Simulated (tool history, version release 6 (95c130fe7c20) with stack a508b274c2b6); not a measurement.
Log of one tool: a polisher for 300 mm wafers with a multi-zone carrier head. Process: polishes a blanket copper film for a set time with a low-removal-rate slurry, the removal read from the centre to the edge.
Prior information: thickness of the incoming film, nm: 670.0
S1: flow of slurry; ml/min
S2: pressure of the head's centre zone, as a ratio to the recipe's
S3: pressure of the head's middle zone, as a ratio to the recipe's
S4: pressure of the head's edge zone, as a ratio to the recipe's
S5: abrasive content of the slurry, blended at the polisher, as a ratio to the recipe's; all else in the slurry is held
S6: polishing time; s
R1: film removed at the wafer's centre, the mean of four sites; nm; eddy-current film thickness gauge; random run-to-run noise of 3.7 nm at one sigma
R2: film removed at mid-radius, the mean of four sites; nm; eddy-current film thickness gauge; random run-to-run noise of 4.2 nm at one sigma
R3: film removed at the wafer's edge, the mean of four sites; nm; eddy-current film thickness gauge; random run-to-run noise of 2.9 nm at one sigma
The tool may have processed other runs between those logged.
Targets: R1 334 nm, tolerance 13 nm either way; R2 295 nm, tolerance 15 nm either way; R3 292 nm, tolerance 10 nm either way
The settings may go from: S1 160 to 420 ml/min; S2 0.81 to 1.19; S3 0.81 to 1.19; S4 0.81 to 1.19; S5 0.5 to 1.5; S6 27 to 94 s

Run 1, hour 0: S1 270 ml/min, S2 1, S3 1, S4 1, S5 1, S6 60 s. Result: R1 252.26 nm, R2 259.85 nm, R3 252.88 nm.
Run 2, hour 3.1: S1 270 ml/min, S2 0.95, S3 1, S4 1, S5 1, S6 60 s. Result: R1 240.7 nm, R2 258.64 nm, R3 252.34 nm.
Run 3, hour 7.8: S1 270 ml/min, S2 0.95, S3 1, S4 1, S5 0.8, S6 60 s. Result: R1 231.06 nm, R2 238.6 nm, R3 245.38 nm.
Run 4, hour 8.3: S1 280 ml/min, S2 1.02, S3 0.99, S4 1.03, S5 0.9, S6 61 s. Result: R1 259.19 nm, R2 257.89 nm, R3 263.78 nm.
Run 5, hour 12.5: S1 295 ml/min, S2 1.08, S3 0.99, S4 1.03, S5 0.95, S6 61 s. Result: R1 268.24 nm, R2 254.14 nm, R3 262.51 nm.
Run 6, hour 17.5: S1 295 ml/min, S2 1.08, S3 0.99, S4 1.03, S5 0.95, S6 68 s. Result: R1 303.81 nm, R2 284.94 nm, R3 290.87 nm.
Run 7, hour 25.1: S1 295 ml/min, S2 1.11, S3 0.99, S4 1.03, S5 1, S6 68 s. Result: R1 313.9 nm, R2 290.52 nm, R3 300.56 nm.
Run 8, hour 32: S1 300 ml/min, S2 1.13, S3 1, S4 1.01, S5 1, S6 68 s. Result: R1 322.4 nm, R2 298.51 nm, R3 286.69 nm.
Run 9, hour 37.3: S1 300 ml/min, S2 1.13, S3 1, S4 1.01, S5 1, S6 68 s. Result: R1 323.06 nm, R2 300.18 nm, R3 292.15 nm.

Below are 4 possible settings for the next run. Only one of them brings all results inside the allowed miss of their targets. Which is it?
Run A, hour 42.6: S1 175 ml/min, S2 1.17, S3 1.04, S4 1.06, S5 0.85, S6 72 s. Result: R1 ?, R2 ?, R3 ?.
Run B, hour 42.6: S1 300 ml/min, S2 1.19, S3 1, S4 1.01, S5 1.35, S6 65 s. Result: R1 ?, R2 ?, R3 ?.
Run C, hour 42.6: S1 320 ml/min, S2 1.07, S3 0.97, S4 1, S5 0.9, S6 69 s. Result: R1 ?, R2 ?, R3 ?.
Run D, hour 42.6: S1 365 ml/min, S2 0.98, S3 1.01, S4 1.04, S5 1, S6 67 s. Result: R1 ?, R2 ?, R3 ?.

move      R1      R2      R3
   A  316.31  290.93  292.75
   B  342.83  298.08  299.33
   C  310.97  288.14  295.38
   D  289.92   298.5  298.68
A: further off than the last run
B: meets every target
C: further off than the last run
D: further off than the last run
B is the move that brings every result within its allowed miss.
